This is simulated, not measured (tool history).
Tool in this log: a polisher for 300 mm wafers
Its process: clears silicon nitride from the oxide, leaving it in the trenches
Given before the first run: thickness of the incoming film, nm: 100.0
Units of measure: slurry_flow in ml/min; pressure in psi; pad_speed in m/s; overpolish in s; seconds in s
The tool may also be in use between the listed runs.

run	hour	slurry_flow	pressure	pad_speed	overpolish	seconds
1	0.0	225	2.3	1.28	13	119.06
2	2.2	225	2.3	1.18	13	125.22
3	4.4	225	2.3	0.98	13	151.31
4	12.7	225	2.2	0.98	13	157.70
5	21.6	225	2.2	1.16	13	133.41
6	24.5	225	2.2	1.04	13	150.18
# hour 28.5: head pressure recalibrated
7	28.5	225	2.1	1.04	13	142.52

For run 8, what comes out?
8	34.2	225	2.1	1.04	13	?

{"run 8": {"seconds": 144.38}}
